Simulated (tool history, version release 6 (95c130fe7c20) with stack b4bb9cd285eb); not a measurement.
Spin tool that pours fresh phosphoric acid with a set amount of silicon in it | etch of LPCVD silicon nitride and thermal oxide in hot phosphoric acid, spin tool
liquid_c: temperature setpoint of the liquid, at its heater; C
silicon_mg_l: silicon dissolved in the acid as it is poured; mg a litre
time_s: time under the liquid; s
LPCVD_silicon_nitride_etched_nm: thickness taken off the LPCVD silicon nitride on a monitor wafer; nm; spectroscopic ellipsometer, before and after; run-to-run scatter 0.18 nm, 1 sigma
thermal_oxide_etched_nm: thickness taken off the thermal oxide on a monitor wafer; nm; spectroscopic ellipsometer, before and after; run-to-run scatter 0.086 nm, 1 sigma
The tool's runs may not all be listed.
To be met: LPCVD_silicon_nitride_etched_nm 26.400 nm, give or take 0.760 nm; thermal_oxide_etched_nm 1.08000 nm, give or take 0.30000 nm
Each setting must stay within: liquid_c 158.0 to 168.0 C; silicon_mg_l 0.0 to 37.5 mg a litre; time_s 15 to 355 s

run  hour  liquid_c  silicon_mg_l  time_s  LPCVD_silicon_nitride_etched_nm  thermal_oxide_etched_nm
  1   0.0     163.0          16.5     180                           15.656                  0.44039
  2   1.8     163.0          20.0     180                           15.619                  0.40747
  3   9.8     163.0          20.0     210                           18.277                  0.44582
  4  13.8     164.0          15.5     225                           20.200                  0.61213
  5  16.5     164.5          13.5     240                           21.808                  0.77407
  6  22.4     166.0          13.5     240                           23.156                  0.81590
  7  27.4     166.5          12.5     245                           23.876                  0.75575
  8  30.3     166.5          10.0     250                           24.518                  0.96313
  9  39.0     167.0           9.5     255                           25.111                  0.87331

Of the 4 settings listed for the next run, only one would bring every result within its allowed miss of target. Which one?
  A  47.7     168.0          31.0     245                                ?                        ?
  B  47.7     167.0          12.0     255                                ?                        ?
  C  47.7     168.0           7.0     260                                ?                        ?
  D  47.7     164.5           0.0     250                                ?                        ?

move  LPCVD_silicon_nitride_etched_nm  thermal_oxide_etched_nm
   A                           25.066                  0.55955
   B                           25.256                  0.97136
   C                           26.600                  1.18760
   D                           22.816                  1.01700
A: neither nearer nor further off than the last run
B: nearer the targets than the last run, but a result is still out of spec
C: all results in spec
D: its largest miss is bigger than the last run's
Go with C: it meets all targets.
